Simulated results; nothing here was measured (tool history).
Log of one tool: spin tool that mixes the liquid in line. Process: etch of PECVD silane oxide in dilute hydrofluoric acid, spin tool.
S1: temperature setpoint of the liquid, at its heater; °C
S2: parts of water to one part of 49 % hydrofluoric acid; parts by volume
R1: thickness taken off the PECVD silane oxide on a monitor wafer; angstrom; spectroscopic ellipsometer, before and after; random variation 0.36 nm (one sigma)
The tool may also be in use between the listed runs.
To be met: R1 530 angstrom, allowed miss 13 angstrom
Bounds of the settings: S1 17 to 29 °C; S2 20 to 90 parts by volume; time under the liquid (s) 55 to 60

run 1 hour=0 | S1=21 S2=50 time_under_the_liquid_(s)=55 | R1=280.65
run 2 hour=2.5 | S1=22 S2=50 time_under_the_liquid_(s)=55 | R1=296.9
run 3 hour=4.6 | S1=21 S2=50 time_under_the_liquid_(s)=55 | R1=283.32
run 4 hour=6.5 | S1=23 S2=50 time_under_the_liquid_(s)=55 | R1=307.4
run 5 hour=15.4 | S1=23 S2=35 time_under_the_liquid_(s)=55 | R1=452.46
run 6 hour=20.1 | S1=23 S2=35 time_under_the_liquid_(s)=60 | R1=483.3
run 7 hour=23.5 | S1=23.5 S2=35 time_under_the_liquid_(s)=60 | R1=490.31
run 8 hour=24.3 | S1=24 S2=35 time_under_the_liquid_(s)=60 | R1=509.85

5 next moves are on the table. One of them brings every result within its allowed miss. Which?
run A hour=25.1 | S1=26 S2=40 time_under_the_liquid_(s)=60 | R1=?
run B hour=25.1 | S1=28.5 S2=35 time_under_the_liquid_(s)=55 | R1=?
run C hour=25.1 | S1=24.5 S2=30 time_under_the_liquid_(s)=55 | R1=?
run D hour=25.1 | S1=25 S2=35 time_under_the_liquid_(s)=60 | R1=?
run E hour=25.1 | S1=23 S2=30 time_under_the_liquid_(s)=60 | R1=?

move=A R1=480.62
move=B R1=561.9
move=C R1=559.09
move=D R1=530.41
move=E R1=572.28
A: further off than the last run
B: takes the result that was furthest off past its target
C: takes the result that was furthest off past its target
D: meets every target
E: takes the result that was furthest off past its target
The right move is D.

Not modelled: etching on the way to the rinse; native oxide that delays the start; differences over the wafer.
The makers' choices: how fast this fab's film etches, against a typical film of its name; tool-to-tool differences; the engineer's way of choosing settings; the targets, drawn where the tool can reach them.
